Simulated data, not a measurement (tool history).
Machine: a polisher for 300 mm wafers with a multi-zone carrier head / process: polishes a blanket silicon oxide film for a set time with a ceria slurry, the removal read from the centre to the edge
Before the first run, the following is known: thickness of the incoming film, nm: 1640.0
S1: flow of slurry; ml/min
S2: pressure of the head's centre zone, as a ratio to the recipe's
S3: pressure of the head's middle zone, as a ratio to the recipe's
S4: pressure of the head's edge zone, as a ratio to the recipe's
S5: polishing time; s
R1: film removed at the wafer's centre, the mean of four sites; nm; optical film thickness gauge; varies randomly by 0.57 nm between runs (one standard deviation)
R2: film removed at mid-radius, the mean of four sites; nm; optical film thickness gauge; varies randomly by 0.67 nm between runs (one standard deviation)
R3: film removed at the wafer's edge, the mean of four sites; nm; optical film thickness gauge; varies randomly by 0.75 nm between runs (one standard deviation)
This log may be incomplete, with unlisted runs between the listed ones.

run,hour,S1,S2,S3,S4,S5,R1,R2,R3
1,0,235,1,1,1,30,98.696,96.967,97.262
2,2.4,225,0.95,1.01,0.98,27,82.3,84.129,87.39
3,8.3,225,0.93,1.05,0.95,25,76.614,83.283,79.482
4,12.2,275,0.93,1.05,0.95,25,75.432,83.726,80.526
5,15.7,275,0.86,1.05,0.95,25,71.176,85.127,80.508
6,20.1,275,0.85,1.05,0.94,23,63.902,78.44,75.13
7,26.3,275,0.85,1.05,0.92,22,60.487,72.313,70.75
8,29.4,275,0.85,1.05,0.92,22,62.63,72.826,70.255

Run 9 has not been measured yet. What should we expect?
9,31.2,275,0.84,1.06,0.92,21,?,?,?

R1: 58.195 nm
R2: 70.087 nm
R3: 66.908 nm

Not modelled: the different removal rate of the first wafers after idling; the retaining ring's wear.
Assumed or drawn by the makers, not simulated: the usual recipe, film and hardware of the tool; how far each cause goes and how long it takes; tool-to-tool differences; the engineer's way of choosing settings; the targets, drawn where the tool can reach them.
